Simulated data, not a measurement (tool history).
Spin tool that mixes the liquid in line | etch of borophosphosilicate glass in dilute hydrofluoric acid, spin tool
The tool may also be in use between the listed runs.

run	hour	temperature setpoint of the liquid (K)	parts of water to one part of 49 % hydrofluoric acid (parts by volume)	time under the liquid (s)	thickness taken off the borophosphosilicate glass on a monitor wafer (Å)
1	0	294.15	95	45	215.35
2	4.7	295.65	85	45	258.03
3	11.3	296.65	80	45	288.6
4	12.7	296.65	80	50	320.64
5	15.1	296.65	65	50	400.44
6	17.2	296.65	85	50	300.01
7	23.5	297.65	80	50	332.74
8	28.5	297.65	80	50	332.7
9	29.7	298.15	75	50	364.99
10	36.9	298.65	70	50	399.91
11	37.6	299.15	70	50	409.01
12	42.2	299.15	70	50	408.32
13	51	299.65	70	50	418.68
14	55.8	300.15	70	50	424.55
15	64.2	300.65	70	50	435.19

The next listed run, before its measurement:
# hour 65.7: hydrofluoric acid flow meter replaced
16	65.7	302.15	60	50	?

thickness taken off the borophosphosilicate glass on a monitor wafer (Å): 592.4
